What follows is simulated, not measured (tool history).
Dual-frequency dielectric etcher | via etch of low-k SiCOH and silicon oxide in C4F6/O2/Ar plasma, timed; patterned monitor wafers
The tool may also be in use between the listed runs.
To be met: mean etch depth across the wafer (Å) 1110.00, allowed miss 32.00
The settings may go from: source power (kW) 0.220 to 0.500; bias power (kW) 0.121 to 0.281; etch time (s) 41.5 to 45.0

| run | day | source power (kW) | bias power (kW) | etch time (s) | mean etch depth across the wafer (Å) |
|---|---|---|---|---|---|
| 1 | 0.000 | 0.360 | 0.201 | 45.0 | 1348.20 |
| 2 | 0.050 | 0.360 | 0.201 | 45.0 | 1346.30 |
| 3 | 0.400 | 0.330 | 0.189 | 44.5 | 1255.00 |
| 4 | 0.725 | 0.310 | 0.185 | 44.5 | 1193.40 |
| 5 | 1.062 | 0.310 | 0.185 | 45.0 | 1212.10 |
| 6 | 1.358 | 0.310 | 0.171 | 45.0 | 1182.70 |
| 7 | 1.408 | 0.260 | 0.160 | 44.5 | 1023.60 |
| 8 | 1.625 | 0.270 | 0.161 | 44.5 | 1053.10 |

5 next moves are on the table. One of them brings every result within its allowed miss. Which?
| A | 1.842 | 0.280 | 0.169 | 41.5 | ? |
| B | 1.842 | 0.320 | 0.178 | 41.5 | ? |
| C | 1.842 | 0.260 | 0.181 | 43.0 | ? |
| D | 1.842 | 0.270 | 0.134 | 43.5 | ? |
| E | 1.842 | 0.250 | 0.196 | 43.5 | ? |

| move | mean etch depth across the wafer (Å) |
|---|---|
| A | 1019.20 |
| B | 1122.40 |
| C | 1028.20 |
| D | 975.39 |
| E | 1038.90 |
A: further off than the last run
B: meets every target
C: further off than the last run
D: further off than the last run
E: further off than the last run
The right move is B.
